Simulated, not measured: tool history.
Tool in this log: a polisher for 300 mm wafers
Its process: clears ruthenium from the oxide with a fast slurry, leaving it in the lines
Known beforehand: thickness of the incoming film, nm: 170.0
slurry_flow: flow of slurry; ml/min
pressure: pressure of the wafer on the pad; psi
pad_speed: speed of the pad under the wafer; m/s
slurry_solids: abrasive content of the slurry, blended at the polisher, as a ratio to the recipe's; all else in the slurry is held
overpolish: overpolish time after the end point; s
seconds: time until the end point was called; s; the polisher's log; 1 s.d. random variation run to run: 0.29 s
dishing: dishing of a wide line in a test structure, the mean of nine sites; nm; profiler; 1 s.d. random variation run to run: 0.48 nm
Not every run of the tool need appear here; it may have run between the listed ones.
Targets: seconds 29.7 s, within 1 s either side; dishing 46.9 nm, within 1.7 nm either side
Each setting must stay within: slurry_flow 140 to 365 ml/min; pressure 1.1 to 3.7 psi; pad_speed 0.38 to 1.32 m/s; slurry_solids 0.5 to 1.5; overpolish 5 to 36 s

run 1 hour=0 | slurry_flow=235 pressure=2.4 pad_speed=0.84 slurry_solids=1 overpolish=18 | seconds=60.368 dishing=33.601
run 2 hour=3.4 | slurry_flow=235 pressure=2.5 pad_speed=0.86 slurry_solids=1 overpolish=18 | seconds=56.849 dishing=34.672
run 3 hour=6.9 | slurry_flow=235 pressure=2.6 pad_speed=0.88 slurry_solids=1 overpolish=18 | seconds=54.585 dishing=36.406
run 4 hour=15.7 | slurry_flow=235 pressure=2.6 pad_speed=0.76 slurry_solids=1 overpolish=18 | seconds=59.768 dishing=32.931
run 5 hour=24.1 | slurry_flow=235 pressure=2.7 pad_speed=0.78 slurry_solids=1 overpolish=18 | seconds=57.129 dishing=35.308
run 6 hour=27.8 | slurry_flow=235 pressure=2.8 pad_speed=0.8 slurry_solids=1 overpolish=17 | seconds=53.644 dishing=35.589
run 7 hour=29.1 | slurry_flow=235 pressure=2.8 pad_speed=0.8 slurry_solids=1 overpolish=17 | seconds=53.312 dishing=34.702
run 8 hour=33.5 | slurry_flow=255 pressure=3.4 pad_speed=1 slurry_solids=1 overpolish=14 | seconds=36.888 dishing=39.116
run 9 hour=40.3 | slurry_flow=255 pressure=3.4 pad_speed=1 slurry_solids=1 overpolish=14 | seconds=37.086 dishing=39.095
run 10 hour=41.7 | slurry_flow=255 pressure=3.4 pad_speed=1.02 slurry_solids=1 overpolish=14 | seconds=36.534 dishing=38.828
run 11 hour=46 | slurry_flow=255 pressure=3.4 pad_speed=1.04 slurry_solids=1 overpolish=14 | seconds=35.835 dishing=40.177
run 12 hour=46.9 | slurry_flow=255 pressure=3.4 pad_speed=1.06 slurry_solids=1 overpolish=14 | seconds=35.474 dishing=40.316
run 13 hour=51.3 | slurry_flow=255 pressure=3.6 pad_speed=1.12 slurry_solids=1 overpolish=15 | seconds=31.797 dishing=43.842

Of the 5 settings listed for the next run, only one would bring every result within its allowed miss of target. Which one?
run A hour=55.7 | slurry_flow=215 pressure=3.6 pad_speed=1.2 slurry_solids=1 overpolish=11 | seconds=? dishing=?
run B hour=55.7 | slurry_flow=275 pressure=3.7 pad_speed=1.2 slurry_solids=1 overpolish=16 | seconds=? dishing=?
run C hour=55.7 | slurry_flow=265 pressure=3.7 pad_speed=1.26 slurry_solids=0.8 overpolish=16 | seconds=? dishing=?
run D hour=55.7 | slurry_flow=240 pressure=3.4 pad_speed=1.18 slurry_solids=1 overpolish=14 | seconds=? dishing=?
run E hour=55.7 | slurry_flow=265 pressure=3.5 pad_speed=1.26 slurry_solids=1.1 overpolish=11 | seconds=? dishing=?

move=A seconds=30.924 dishing=37.53
move=B seconds=29.335 dishing=47.162
move=C seconds=33.763 dishing=44.072
move=D seconds=32.751 dishing=41.738
move=E seconds=28.063 dishing=39.754
A: lands further from the targets than the last run did
B: meets every target
C: lands further from the targets than the last run did
D: lands further from the targets than the last run did
E: takes the result that was furthest off past its target
B is the move that brings every result within its allowed miss.
